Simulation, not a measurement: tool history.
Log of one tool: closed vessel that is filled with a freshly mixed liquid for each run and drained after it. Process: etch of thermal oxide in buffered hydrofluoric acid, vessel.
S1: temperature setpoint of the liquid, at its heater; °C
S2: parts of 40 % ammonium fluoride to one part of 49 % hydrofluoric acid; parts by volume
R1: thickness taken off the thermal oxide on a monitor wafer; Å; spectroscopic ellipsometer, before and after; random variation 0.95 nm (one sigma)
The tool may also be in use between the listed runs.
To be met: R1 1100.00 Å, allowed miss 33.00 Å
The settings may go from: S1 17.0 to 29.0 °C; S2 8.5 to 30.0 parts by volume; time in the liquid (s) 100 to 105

run 1 hour=0.0 | S1=21.0 S2=23.5 time_in_the_liquid_(s)=100 | R1=483.57
run 2 hour=1.9 | S1=23.0 S2=20.5 time_in_the_liquid_(s)=100 | R1=596.07
run 3 hour=9.8 | S1=24.5 S2=18.5 time_in_the_liquid_(s)=100 | R1=708.51
run 4 hour=14.6 | S1=25.5 S2=17.5 time_in_the_liquid_(s)=100 | R1=795.68
run 5 hour=15.5 | S1=25.5 S2=15.0 time_in_the_liquid_(s)=100 | R1=927.07
run 6 hour=20.1 | S1=26.0 S2=15.0 time_in_the_liquid_(s)=100 | R1=938.10
run 7 hour=27.8 | S1=26.5 S2=15.0 time_in_the_liquid_(s)=100 | R1=977.51
run 8 hour=35.6 | S1=27.0 S2=15.0 time_in_the_liquid_(s)=100 | R1=994.94
run 9 hour=42.7 | S1=27.5 S2=15.0 time_in_the_liquid_(s)=100 | R1=1028.30

Which of these 5 next moves meets every target?
run A hour=49.8 | S1=27.0 S2=14.5 time_in_the_liquid_(s)=100 | R1=?
run B hour=49.8 | S1=26.0 S2=14.0 time_in_the_liquid_(s)=100 | R1=?
run C hour=49.8 | S1=26.5 S2=13.5 time_in_the_liquid_(s)=100 | R1=?
run D hour=49.8 | S1=29.0 S2=16.0 time_in_the_liquid_(s)=100 | R1=?
run E hour=49.8 | S1=28.0 S2=15.5 time_in_the_liquid_(s)=100 | R1=?

move=A R1=1049.70
move=B R1=1029.60
move=C R1=1096.00
move=D R1=1060.10
move=E R1=1037.10
A: nearer than the last run, and not there yet
B: as far off as the last run
C: meets every target
D: nearer than the last run, and not there yet
E: nearer than the last run, and not there yet
Move C is the one to make.

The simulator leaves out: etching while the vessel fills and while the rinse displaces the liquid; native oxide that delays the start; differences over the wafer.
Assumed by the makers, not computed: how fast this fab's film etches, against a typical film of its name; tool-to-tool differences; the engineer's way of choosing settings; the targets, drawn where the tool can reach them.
